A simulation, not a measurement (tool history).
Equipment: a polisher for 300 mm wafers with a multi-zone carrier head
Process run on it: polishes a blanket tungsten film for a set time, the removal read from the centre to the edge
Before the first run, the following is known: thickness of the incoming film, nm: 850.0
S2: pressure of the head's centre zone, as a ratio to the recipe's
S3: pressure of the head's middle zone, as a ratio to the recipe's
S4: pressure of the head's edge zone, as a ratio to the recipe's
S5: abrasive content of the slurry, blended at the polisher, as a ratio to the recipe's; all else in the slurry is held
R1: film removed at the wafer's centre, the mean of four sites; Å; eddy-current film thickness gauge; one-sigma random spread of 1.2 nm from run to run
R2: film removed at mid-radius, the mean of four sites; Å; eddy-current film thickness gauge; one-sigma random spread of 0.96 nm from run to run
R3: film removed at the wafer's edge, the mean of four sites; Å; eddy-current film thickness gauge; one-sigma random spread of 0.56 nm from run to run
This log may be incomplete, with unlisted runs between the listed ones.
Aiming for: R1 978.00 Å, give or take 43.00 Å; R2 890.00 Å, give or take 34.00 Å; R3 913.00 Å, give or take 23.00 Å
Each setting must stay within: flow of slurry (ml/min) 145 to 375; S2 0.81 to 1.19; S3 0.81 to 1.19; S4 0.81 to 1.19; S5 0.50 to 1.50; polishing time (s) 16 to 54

Run 1, day 0.000: flow of slurry (ml/min) 240, S2 1.00, S3 1.00, S4 1.00, S5 1.00, polishing time (s) 35. Result: R1 1333.50 Å, R2 1350.00 Å, R3 1295.10 Å.
Run 2, day 0.312: flow of slurry (ml/min) 235, S2 1.00, S3 0.98, S4 0.98, S5 0.90, polishing time (s) 34. Result: R1 1267.40 Å, R2 1221.90 Å, R3 1229.90 Å.
Run 3, day 0.683: flow of slurry (ml/min) 235, S2 1.00, S3 0.98, S4 0.96, S5 0.85, polishing time (s) 33. Result: R1 1206.70 Å, R2 1169.60 Å, R3 1168.40 Å.
Run 4, day 0.942: flow of slurry (ml/min) 235, S2 0.92, S3 0.98, S4 0.96, S5 0.85, polishing time (s) 33. Result: R1 1133.00 Å, R2 1199.70 Å, R3 1171.70 Å.
Run 5, day 1.275: flow of slurry (ml/min) 235, S2 0.92, S3 0.98, S4 0.91, S5 0.85, polishing time (s) 33. Result: R1 1126.40 Å, R2 1175.20 Å, R3 1137.40 Å.
Run 6, day 1.329: flow of slurry (ml/min) 235, S2 0.93, S3 0.97, S4 0.89, S5 0.80, polishing time (s) 32. Result: R1 1071.50 Å, R2 1137.20 Å, R3 1083.40 Å.
Run 7, day 1.571: flow of slurry (ml/min) 230, S2 0.95, S3 0.95, S4 0.88, S5 0.75, polishing time (s) 32. Result: R1 1106.40 Å, R2 1112.00 Å, R3 1057.50 Å.
Run 8, day 1.646: flow of slurry (ml/min) 230, S2 0.95, S3 0.95, S4 0.88, S5 0.75, polishing time (s) 32. Result: R1 1090.10 Å, R2 1101.20 Å, R3 1066.80 Å.
Run 9, day 1.871: flow of slurry (ml/min) 225, S2 0.96, S3 0.93, S4 0.87, S5 0.70, polishing time (s) 32. Result: R1 1085.20 Å, R2 1078.60 Å, R3 1038.50 Å.
Run 10, day 2.154: flow of slurry (ml/min) 220, S2 0.96, S3 0.91, S4 0.87, S5 0.65, polishing time (s) 32. Result: R1 1052.60 Å, R2 1024.60 Å, R3 1018.50 Å.

Exactly one of the 4 candidate moves below puts every result within its allowed miss. Which one?
Run A, day 2.438: flow of slurry (ml/min) 285, S2 0.99, S3 1.16, S4 0.81, S5 0.75, polishing time (s) 30. Result: R1 ?, R2 ?, R3 ?.
Run B, day 2.438: flow of slurry (ml/min) 205, S2 0.97, S3 0.85, S4 0.92, S5 0.60, polishing time (s) 27. Result: R1 ?, R2 ?, R3 ?.
Run C, day 2.438: flow of slurry (ml/min) 270, S2 1.10, S3 0.99, S4 0.93, S5 0.75, polishing time (s) 25. Result: R1 ?, R2 ?, R3 ?.
Run D, day 2.438: flow of slurry (ml/min) 205, S2 0.98, S3 0.84, S4 0.85, S5 0.80, polishing time (s) 28. Result: R1 ?, R2 ?, R3 ?.

move       R1       R2      R3
   A  1081.70  1183.30  965.80
   B   888.16   820.59  865.96
   C   976.00   888.19  855.17
   D   982.09   894.02  916.29
A: misses by more than the last run did
B: takes the result that was furthest off past its target
C: takes the result that was furthest off past its target
D: every result within its allowed miss
D meets every target.

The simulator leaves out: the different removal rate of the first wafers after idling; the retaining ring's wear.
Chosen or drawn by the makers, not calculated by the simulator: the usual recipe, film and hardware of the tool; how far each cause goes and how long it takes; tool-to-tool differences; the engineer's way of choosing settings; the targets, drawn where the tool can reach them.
